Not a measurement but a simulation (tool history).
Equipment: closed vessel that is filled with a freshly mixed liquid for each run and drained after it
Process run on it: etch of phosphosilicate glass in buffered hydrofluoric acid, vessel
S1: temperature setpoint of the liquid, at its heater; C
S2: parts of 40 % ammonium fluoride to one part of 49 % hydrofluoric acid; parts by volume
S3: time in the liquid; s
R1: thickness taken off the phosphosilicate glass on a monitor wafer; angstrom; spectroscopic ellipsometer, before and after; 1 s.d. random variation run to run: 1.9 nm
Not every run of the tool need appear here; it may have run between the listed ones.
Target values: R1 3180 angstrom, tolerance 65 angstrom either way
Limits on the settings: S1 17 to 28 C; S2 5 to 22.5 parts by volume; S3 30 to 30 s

{"run": 1, "hour": 0.0, "S1": 20, "S2": 13.5, "S3": 30, "R1": 1956.4}
{"run": 2, "hour": 2.6, "S1": 22, "S2": 13.5, "S3": 30, "R1": 2214.5}
{"run": 3, "hour": 9.8, "S1": 25, "S2": 13.5, "S3": 30, "R1": 2597.3}
{"run": 4, "hour": 12.6, "S1": 25, "S2": 10, "S3": 30, "R1": 3463.1}
{"run": 5, "hour": 18.0, "S1": 25, "S2": 8.5, "S3": 30, "R1": 3957.9}
{"run": 6, "hour": 26.0, "S1": 25, "S2": 6, "S3": 30, "R1": 5592.2}
{"run": 7, "hour": 29.8, "S1": 23, "S2": 6.5, "S3": 30, "R1": 4674}
{"run": 8, "hour": 37.8, "S1": 21.5, "S2": 7, "S3": 30, "R1": 3990.5}
{"run": 9, "hour": 39.5, "S1": 20.5, "S2": 7, "S3": 30, "R1": 3798.5}
{"run": 10, "hour": 43.6, "S1": 19.5, "S2": 7, "S3": 30, "R1": 3595.4}
{"run": 11, "hour": 51.1, "S1": 19, "S2": 7, "S3": 30, "R1": 3495.1}
{"run": 12, "hour": 58.3, "S1": 18.5, "S2": 7, "S3": 30, "R1": 3404.8}

Of the 5 settings listed for the next run, only one would bring every result within its allowed miss of target. Which one?
{"run": "A", "hour": 65.5, "S1": 18.5, "S2": 6.5, "S3": 30, "R1": "?"}
{"run": "B", "hour": 65.5, "S1": 18.5, "S2": 7.5, "S3": 30, "R1": "?"}
{"run": "C", "hour": 65.5, "S1": 18, "S2": 7, "S3": 30, "R1": "?"}
{"run": "D", "hour": 65.5, "S1": 20, "S2": 7, "S3": 30, "R1": "?"}
{"run": "E", "hour": 65.5, "S1": 17, "S2": 6.5, "S3": 30, "R1": "?"}

move=A R1=3637.5
move=B R1=3165.7
move=C R1=3316.2
move=D R1=3708.2
move=E R1=3342.9
A: moves away from the targets compared with the last run
B: hits every target within its allowed miss
C: better than the last run, though not everything is in spec
D: moves away from the targets compared with the last run
E: better than the last run, though not everything is in spec
So the answer is move B, the one that meets all the targets.
